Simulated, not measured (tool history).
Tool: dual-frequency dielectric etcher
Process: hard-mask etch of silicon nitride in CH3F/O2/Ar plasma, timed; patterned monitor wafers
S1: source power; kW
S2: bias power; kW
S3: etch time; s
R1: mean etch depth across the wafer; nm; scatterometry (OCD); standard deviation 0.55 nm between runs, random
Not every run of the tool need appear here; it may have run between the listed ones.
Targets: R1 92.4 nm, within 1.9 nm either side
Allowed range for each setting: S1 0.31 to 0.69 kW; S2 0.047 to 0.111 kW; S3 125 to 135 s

run 1 hour=0 | S1=0.5 S2=0.079 S3=135 | R1=104.86
run 2 hour=2.3 | S1=0.46 S2=0.077 S3=135 | R1=99.498
run 3 hour=7.6 | S1=0.44 S2=0.076 S3=135 | R1=96.113
run 4 hour=11.5 | S1=0.44 S2=0.076 S3=135 | R1=96.413
run 5 hour=17.1 | S1=0.44 S2=0.087 S3=135 | R1=103.46
run 6 hour=24.1 | S1=0.48 S2=0.087 S3=135 | R1=107.24
run 7 hour=27.5 | S1=0.44 S2=0.086 S3=135 | R1=102.68
run 8 hour=36 | S1=0.41 S2=0.085 S3=135 | R1=97.701
run 9 hour=37 | S1=0.4 S2=0.085 S3=135 | R1=96.278
run 10 hour=44.7 | S1=0.39 S2=0.085 S3=135 | R1=94.974

Next run, 4 choices. One meets every target within its allowed miss, the rest don't. Which?
run A hour=52.4 | S1=0.44 S2=0.091 S3=127.5 | R1=?
run B hour=52.4 | S1=0.42 S2=0.084 S3=132.5 | R1=?
run C hour=52.4 | S1=0.38 S2=0.082 S3=135 | R1=?
run D hour=52.4 | S1=0.43 S2=0.09 S3=128.5 | R1=?

move=A R1=97.913
move=B R1=95.444
move=C R1=90.857
move=D R1=96.953
A: its largest miss is bigger than the last run's
B: its largest miss is bigger than the last run's
C: meets every target
D: its largest miss is bigger than the last run's
The move that meets every target is C.

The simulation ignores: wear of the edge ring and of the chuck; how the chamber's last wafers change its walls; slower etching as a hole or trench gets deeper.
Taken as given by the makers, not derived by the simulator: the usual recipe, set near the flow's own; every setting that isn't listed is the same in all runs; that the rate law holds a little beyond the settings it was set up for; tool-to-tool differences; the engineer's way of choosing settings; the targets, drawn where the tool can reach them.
